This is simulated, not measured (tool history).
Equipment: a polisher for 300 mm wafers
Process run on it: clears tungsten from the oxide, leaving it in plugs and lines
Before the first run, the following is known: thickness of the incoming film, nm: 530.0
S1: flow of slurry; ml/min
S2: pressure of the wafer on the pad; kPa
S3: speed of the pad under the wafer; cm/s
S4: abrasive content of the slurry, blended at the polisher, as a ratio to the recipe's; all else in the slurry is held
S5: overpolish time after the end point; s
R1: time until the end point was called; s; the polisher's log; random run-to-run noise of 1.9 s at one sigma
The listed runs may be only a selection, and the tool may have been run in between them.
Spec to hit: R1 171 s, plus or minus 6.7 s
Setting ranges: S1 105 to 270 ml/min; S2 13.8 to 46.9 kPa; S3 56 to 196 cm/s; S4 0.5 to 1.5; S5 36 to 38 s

{"run": 1, "hour": 0.0, "S1": 175, "S2": 30.3, "S3": 126, "S4": 1, "S5": 36, "R1": 64.723}
{"run": 2, "hour": 8.7, "S1": 175, "S2": 26.2, "S3": 126, "S4": 1, "S5": 36, "R1": 76.134}
{"run": 3, "hour": 15.8, "S1": 200, "S2": 26.2, "S3": 126, "S4": 1, "S5": 36, "R1": 75.237}
{"run": 4, "hour": 19.3, "S1": 200, "S2": 22.1, "S3": 112, "S4": 1, "S5": 36, "R1": 98.546}
{"run": 5, "hour": 23.6, "S1": 200, "S2": 19.3, "S3": 102, "S4": 1, "S5": 36, "R1": 122.57}
{"run": 6, "hour": 26.1, "S1": 175, "S2": 19.3, "S3": 102, "S4": 1, "S5": 36, "R1": 125.15}
{"run": 7, "hour": 33.9, "S1": 175, "S2": 19.3, "S3": 102, "S4": 1, "S5": 36, "R1": 123.43}
{"run": 8, "hour": 36.7, "S1": 175, "S2": 17.2, "S3": 98, "S4": 1, "S5": 36, "R1": 143.69}
{"run": 9, "hour": 44.1, "S1": 175, "S2": 17.2, "S3": 98, "S4": 1, "S5": 36, "R1": 143.38}

Exercise: of the 5 proposed moves below, exactly one satisfies all targets within the stated allowed misses. Which move is it?
{"run": "A", "hour": 51.5, "S1": 210, "S2": 22.1, "S3": 98, "S4": 1, "S5": 38, "R1": "?"}
{"run": "B", "hour": 51.5, "S1": 160, "S2": 16.5, "S3": 110, "S4": 1.05, "S5": 36, "R1": "?"}
{"run": "C", "hour": 51.5, "S1": 175, "S2": 19.3, "S3": 106, "S4": 1.05, "S5": 38, "R1": "?"}
{"run": "D", "hour": 51.5, "S1": 175, "S2": 22.1, "S3": 94, "S4": 1.05, "S5": 36, "R1": "?"}
{"run": "E", "hour": 51.5, "S1": 185, "S2": 18.6, "S3": 76, "S4": 1, "S5": 37, "R1": "?"}

move=A R1=111.16
move=B R1=132.45
move=C R1=117.37
move=D R1=115.96
move=E R1=168.99
A: its largest miss is bigger than the last run's
B: its largest miss is bigger than the last run's
C: its largest miss is bigger than the last run's
D: its largest miss is bigger than the last run's
E: in spec on every target
Move E is the one to make.

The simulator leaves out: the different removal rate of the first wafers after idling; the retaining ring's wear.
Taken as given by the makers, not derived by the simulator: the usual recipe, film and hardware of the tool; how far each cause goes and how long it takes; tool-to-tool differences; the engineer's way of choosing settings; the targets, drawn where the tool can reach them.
